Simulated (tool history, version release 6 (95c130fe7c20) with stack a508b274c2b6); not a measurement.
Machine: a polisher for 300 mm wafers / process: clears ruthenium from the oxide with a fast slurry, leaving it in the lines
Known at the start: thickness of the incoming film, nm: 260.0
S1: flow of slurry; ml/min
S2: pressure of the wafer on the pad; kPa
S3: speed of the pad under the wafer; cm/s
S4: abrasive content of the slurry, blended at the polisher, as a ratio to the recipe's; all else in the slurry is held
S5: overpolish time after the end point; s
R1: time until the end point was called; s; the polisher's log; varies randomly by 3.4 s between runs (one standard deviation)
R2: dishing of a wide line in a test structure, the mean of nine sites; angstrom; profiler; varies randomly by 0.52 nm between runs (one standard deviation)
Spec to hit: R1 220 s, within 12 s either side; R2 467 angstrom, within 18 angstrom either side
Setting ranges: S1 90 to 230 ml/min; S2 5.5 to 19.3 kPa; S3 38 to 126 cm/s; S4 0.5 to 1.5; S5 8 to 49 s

run,hour,S1,S2,S3,S4,S5,R1,R2
1,0,150,12.4,82,1,25,160.24,393.27
2,8.8,150,14.5,82,1,25,131.17,436.66
3,12.2,165,14.5,82,1,25,130.71,449.16
4,16.4,165,14.5,72,1,25,152.07,403.41
5,24.1,165,14.5,72,1,19,144.94,313.69
6,27.8,165,13.8,72,1,21,152.16,324.11
7,32,160,13.1,72,1,22,163.83,327.84
8,40,160,12.4,72,1,23,171.6,318.27
9,48,125,10.3,64,1,35,242.35,343.31
10,50.4,150,11.7,64,1,42,207.89,470.5

Which of these 5 next moves meets every target?
A,52.8,170,13.1,54,0.95,49,?,?
B,52.8,165,11,82,0.75,44,?,?
C,52.8,125,13.8,48,1.3,44,?,?
D,52.8,225,14.5,58,0.95,36,?,?
E,52.8,130,11.7,74,1,38,?,?

move,R1,R2
A,224.28,503.62
B,222.22,461.65
C,203.72,498.56
D,182.51,460.08
E,186.63,473.23
A: meets the target for the result that was furthest off, but another lies outside its allowed miss
B: every result within its allowed miss
C: its largest miss is bigger than the last run's
D: its largest miss is bigger than the last run's
E: its largest miss is bigger than the last run's
B is the move that brings every result within its allowed miss.
